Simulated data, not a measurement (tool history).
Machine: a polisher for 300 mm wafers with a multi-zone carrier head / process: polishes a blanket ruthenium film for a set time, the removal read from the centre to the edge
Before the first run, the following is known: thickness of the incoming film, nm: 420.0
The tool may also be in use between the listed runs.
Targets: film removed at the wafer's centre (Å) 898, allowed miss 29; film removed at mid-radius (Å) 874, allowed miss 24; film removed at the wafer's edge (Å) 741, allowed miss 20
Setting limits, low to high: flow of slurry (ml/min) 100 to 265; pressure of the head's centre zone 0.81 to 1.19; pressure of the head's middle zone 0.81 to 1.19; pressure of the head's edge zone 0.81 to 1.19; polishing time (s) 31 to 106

| run | hour | flow of slurry (ml/min) | pressure of the head's centre zone | pressure of the head's middle zone | pressure of the head's edge zone | polishing time (s) | film removed at the wafer's centre (Å) | film removed at mid-radius (Å) | film removed at the wafer's edge (Å) |
|---|---|---|---|---|---|---|---|---|---|
| 1 | 0 | 170 | 1 | 1 | 1 | 68 | 1157 | 1158.6 | 1130 |
| 2 | 7.6 | 170 | 0.94 | 1 | 1 | 68 | 1058.3 | 1161.5 | 1127.2 |
| 3 | 16.4 | 170 | 0.95 | 1.01 | 0.98 | 65 | 1022.1 | 1115 | 1061.4 |
| 4 | 19.9 | 170 | 0.96 | 1.01 | 0.96 | 63 | 1018.2 | 1080.3 | 1029.6 |
| 5 | 21.9 | 170 | 0.96 | 1.01 | 0.9 | 63 | 1025 | 1082.8 | 994.97 |
| 6 | 24.7 | 170 | 0.96 | 1.01 | 0.9 | 52 | 835.05 | 909.28 | 821.05 |
| 7 | 28.4 | 170 | 0.96 | 1.01 | 0.9 | 52 | 815.34 | 895.44 | 812.11 |
| 8 | 36.8 | 170 | 0.96 | 1.01 | 0.9 | 52 | 822.62 | 907.26 | 802.94 |
| 9 | 37.5 | 170 | 0.97 | 1.01 | 0.89 | 52 | 826.27 | 895.9 | 816.25 |

Which one of the following 5 next-run settings gets every result inside its allowed miss? There is exactly one.
| A | 38.2 | 190 | 1.09 | 1.04 | 0.84 | 45 | ? | ? | ? |
| B | 38.2 | 215 | 1.15 | 1.13 | 0.81 | 45 | ? | ? | ? |
| C | 38.2 | 195 | 1.09 | 1.04 | 0.82 | 49 | ? | ? | ? |
| D | 38.2 | 155 | 1.12 | 1.08 | 0.87 | 52 | ? | ? | ? |
| E | 38.2 | 145 | 0.99 | 0.91 | 0.96 | 56 | ? | ? | ? |

| move | film removed at the wafer's centre (Å) | film removed at mid-radius (Å) | film removed at the wafer's edge (Å) |
|---|---|---|---|
| A | 829.51 | 802.43 | 689.94 |
| B | 890.45 | 873.55 | 685.57 |
| C | 906.43 | 876.53 | 745.07 |
| D | 956.84 | 932.55 | 794.1 |
| E | 899.62 | 862.4 | 891.11 |
A: the result that was furthest off in the last run now lies on the other side of its target
B: the result that was furthest off in the last run now lies on the other side of its target
C: every result within its allowed miss
D: an improvement on the last run, though not all results are within tolerance
E: misses by more than the last run did
Move C is the one to make.
